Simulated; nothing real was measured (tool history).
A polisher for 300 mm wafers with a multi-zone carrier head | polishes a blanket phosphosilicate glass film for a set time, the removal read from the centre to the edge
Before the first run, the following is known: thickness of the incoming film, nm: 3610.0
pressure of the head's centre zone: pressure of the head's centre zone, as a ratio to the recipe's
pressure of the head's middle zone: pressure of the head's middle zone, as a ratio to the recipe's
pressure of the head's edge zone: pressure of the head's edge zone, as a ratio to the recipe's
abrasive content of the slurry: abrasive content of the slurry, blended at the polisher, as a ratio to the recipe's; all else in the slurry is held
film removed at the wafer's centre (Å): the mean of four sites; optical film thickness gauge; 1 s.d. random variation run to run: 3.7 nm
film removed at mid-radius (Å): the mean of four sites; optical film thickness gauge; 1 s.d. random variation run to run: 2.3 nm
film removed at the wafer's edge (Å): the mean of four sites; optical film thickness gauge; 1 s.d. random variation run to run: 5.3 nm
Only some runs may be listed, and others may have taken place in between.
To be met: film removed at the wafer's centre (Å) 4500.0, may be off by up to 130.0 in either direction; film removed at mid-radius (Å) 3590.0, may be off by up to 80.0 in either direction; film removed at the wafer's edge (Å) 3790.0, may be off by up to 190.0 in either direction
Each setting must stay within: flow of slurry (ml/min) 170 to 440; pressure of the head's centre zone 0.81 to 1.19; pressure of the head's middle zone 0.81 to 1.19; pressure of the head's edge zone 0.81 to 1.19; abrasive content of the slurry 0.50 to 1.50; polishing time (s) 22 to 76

| run | day | flow of slurry (ml/min) | pressure of the head's centre zone | pressure of the head's middle zone | pressure of the head's edge zone | abrasive content of the slurry | polishing time (s) | film removed at the wafer's centre (Å) | film removed at mid-radius (Å) | film removed at the wafer's edge (Å) |
|---|---|---|---|---|---|---|---|---|---|---|
| 1 | 0.000 | 280 | 1.00 | 1.00 | 1.00 | 1.00 | 49 | 5237.5 | 5068.2 | 5170.2 |
| 2 | 0.100 | 280 | 1.01 | 0.98 | 0.97 | 0.95 | 49 | 5118.2 | 4848.4 | 4976.9 |
| 3 | 0.146 | 280 | 1.01 | 0.98 | 0.97 | 1.15 | 49 | 5756.5 | 5458.5 | 5360.8 |
| 4 | 0.408 | 280 | 1.01 | 0.98 | 0.97 | 1.25 | 49 | 5951.9 | 5602.6 | 5596.1 |
| 5 | 0.479 | 280 | 1.01 | 0.90 | 0.97 | 1.25 | 49 | 5915.4 | 5276.7 | 5727.1 |
| 6 | 0.538 | 280 | 1.01 | 0.90 | 0.92 | 1.25 | 49 | 5994.2 | 5298.1 | 5599.4 |
| 7 | 0.650 | 280 | 1.01 | 0.90 | 0.92 | 1.25 | 49 | 5925.4 | 5301.8 | 5653.9 |
| 8 | 0.888 | 280 | 1.03 | 0.90 | 0.91 | 1.15 | 48 | 5662.7 | 4919.6 | 5171.4 |
| 9 | 1.208 | 275 | 1.04 | 0.89 | 0.90 | 1.05 | 48 | 5460.3 | 4688.4 | 4953.0 |
| 10 | 1.504 | 275 | 1.05 | 0.88 | 0.89 | 0.95 | 48 | 5300.2 | 4419.3 | 4634.7 |
| 11 | 1.725 | 270 | 1.05 | 0.87 | 0.88 | 0.90 | 48 | 5132.2 | 4214.0 | 4569.6 |
| 12 | 1.796 | 270 | 1.05 | 0.87 | 0.87 | 0.85 | 48 | 4847.7 | 4103.7 | 4295.3 |
| 13 | 2.146 | 265 | 1.05 | 0.86 | 0.86 | 0.85 | 48 | 4825.6 | 4065.1 | 4214.8 |

Consider the 5 candidate settings below. Which is the only one whose results all fall within their allowed miss of target?
| A | 2.496 | 285 | 0.99 | 0.91 | 0.81 | 1.00 | 50 | ? | ? | ? |
| B | 2.496 | 365 | 0.94 | 0.81 | 0.99 | 0.85 | 47 | ? | ? | ? |
| C | 2.496 | 185 | 1.09 | 0.87 | 0.85 | 0.95 | 42 | ? | ? | ? |
| D | 2.496 | 190 | 0.89 | 0.95 | 0.83 | 0.85 | 57 | ? | ? | ? |
| E | 2.496 | 220 | 0.93 | 0.89 | 0.89 | 0.85 | 52 | ? | ? | ? |

| move | film removed at the wafer's centre (Å) | film removed at mid-radius (Å) | film removed at the wafer's edge (Å) |
|---|---|---|---|
| A | 5289.6 | 4830.6 | 4667.1 |
| B | 4404.1 | 3912.7 | 4459.6 |
| C | 4431.4 | 3586.9 | 3712.6 |
| D | 4615.1 | 4865.7 | 4677.7 |
| E | 4522.1 | 4349.7 | 4487.3 |
A: its largest miss is bigger than the last run's
B: nearer than the last run, and not there yet
C: in spec on every target
D: its largest miss is bigger than the last run's
E: its largest miss is bigger than the last run's
C meets every target.
